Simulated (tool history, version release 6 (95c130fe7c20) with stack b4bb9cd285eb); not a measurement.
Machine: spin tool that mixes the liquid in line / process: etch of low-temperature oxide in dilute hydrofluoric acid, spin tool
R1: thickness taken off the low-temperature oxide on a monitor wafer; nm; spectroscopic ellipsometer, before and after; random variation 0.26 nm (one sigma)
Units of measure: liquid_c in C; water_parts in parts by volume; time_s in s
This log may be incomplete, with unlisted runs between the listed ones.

run 1 hour=0 | liquid_c=23 water_parts=190 time_s=295 | R1=25.461
run 2 hour=2.9 | liquid_c=21.5 water_parts=190 time_s=295 | R1=23.986
run 3 hour=5.9 | liquid_c=24.5 water_parts=190 time_s=295 | R1=26.367
run 4 hour=6.6 | liquid_c=22 water_parts=190 time_s=295 | R1=24.403
run 5 hour=12 | liquid_c=24.5 water_parts=185 time_s=295 | R1=27.815
run 6 hour=19.5 | liquid_c=26 water_parts=185 time_s=295 | R1=29.156

Expected results for the next run?
run 7 hour=24.7 | liquid_c=27.5 water_parts=185 time_s=295 | R1=?

{"run 7": {"R1": 30.323}}
